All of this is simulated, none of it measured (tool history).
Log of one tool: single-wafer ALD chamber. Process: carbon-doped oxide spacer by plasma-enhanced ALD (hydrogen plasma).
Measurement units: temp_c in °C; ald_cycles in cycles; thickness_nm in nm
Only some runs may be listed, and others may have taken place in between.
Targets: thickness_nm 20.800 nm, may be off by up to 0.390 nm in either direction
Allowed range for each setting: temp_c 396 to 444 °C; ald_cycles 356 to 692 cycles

{"run": 1, "day": 0.0, "temp_c": 420, "ald_cycles": 524, "thickness_nm": 26.331}
{"run": 2, "day": 0.392, "temp_c": 423, "ald_cycles": 500, "thickness_nm": 24.927}
{"run": 3, "day": 0.462, "temp_c": 415, "ald_cycles": 500, "thickness_nm": 25.395}
{"run": 4, "day": 0.829, "temp_c": 423, "ald_cycles": 500, "thickness_nm": 25.067}
{"run": 5, "day": 1.042, "temp_c": 423, "ald_cycles": 443, "thickness_nm": 22.021}
{"run": 6, "day": 1.108, "temp_c": 423, "ald_cycles": 481, "thickness_nm": 23.903}
{"run": 7, "day": 1.3, "temp_c": 425, "ald_cycles": 468, "thickness_nm": 23.227}
{"run": 8, "day": 1.467, "temp_c": 426, "ald_cycles": 457, "thickness_nm": 22.494}
{"run": 9, "day": 1.683, "temp_c": 426, "ald_cycles": 457, "thickness_nm": 22.631}
{"run": 10, "day": 1.812, "temp_c": 427, "ald_cycles": 449, "thickness_nm": 22.085}

5 candidate next runs follow, results not yet known. Just one meets every target within its allowed miss. Identify it.
{"run": "A", "day": 1.942, "temp_c": 434, "ald_cycles": 412, "thickness_nm": "?"}
{"run": "B", "day": 1.942, "temp_c": 429, "ald_cycles": 443, "thickness_nm": "?"}
{"run": "C", "day": 1.942, "temp_c": 425, "ald_cycles": 406, "thickness_nm": "?"}
{"run": "D", "day": 1.942, "temp_c": 422, "ald_cycles": 414, "thickness_nm": "?"}
{"run": "E", "day": 1.942, "temp_c": 432, "ald_cycles": 410, "thickness_nm": "?"}

move=A thickness_nm=19.693
move=B thickness_nm=21.484
move=C thickness_nm=19.916
move=D thickness_nm=20.482
move=E thickness_nm=19.712
A: takes the result that was furthest off past its target
B: closes in on the targets versus the last run, not all within tolerance yet
C: takes the result that was furthest off past its target
D: all results land within tolerance of their targets
E: takes the result that was furthest off past its target
The move that meets every target is D.
